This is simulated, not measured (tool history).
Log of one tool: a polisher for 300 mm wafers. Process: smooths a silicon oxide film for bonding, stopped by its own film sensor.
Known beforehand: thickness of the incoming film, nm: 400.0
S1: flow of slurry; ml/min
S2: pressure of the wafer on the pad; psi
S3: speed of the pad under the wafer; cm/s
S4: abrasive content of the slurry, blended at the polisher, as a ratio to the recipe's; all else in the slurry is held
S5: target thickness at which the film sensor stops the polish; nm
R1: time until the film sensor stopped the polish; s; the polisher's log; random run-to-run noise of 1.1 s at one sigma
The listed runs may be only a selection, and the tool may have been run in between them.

run 1 hour=0 | S1=155 S2=2.1 S3=94 S4=1 S5=370 | R1=38.437
run 2 hour=5.9 | S1=155 S2=2.1 S3=94 S4=1 S5=373 | R1=34.917
run 3 hour=12.5 | S1=155 S2=1.8 S3=94 S4=1 S5=373 | R1=40.623
run 4 hour=19.4 | S1=190 S2=1.8 S3=94 S4=1 S5=373 | R1=38.997
run 5 hour=27.2 | S1=170 S2=1.8 S3=94 S4=1 S5=373 | R1=40.75
run 6 hour=33.8 | S1=170 S2=1.6 S3=92 S4=1 S5=373 | R1=46.475

The next listed run, before its measurement:
run 7 hour=35 | S1=170 S2=1 S3=86 S4=1 S5=373 | R1=?

{"run 7": {"R1": 78.562}}
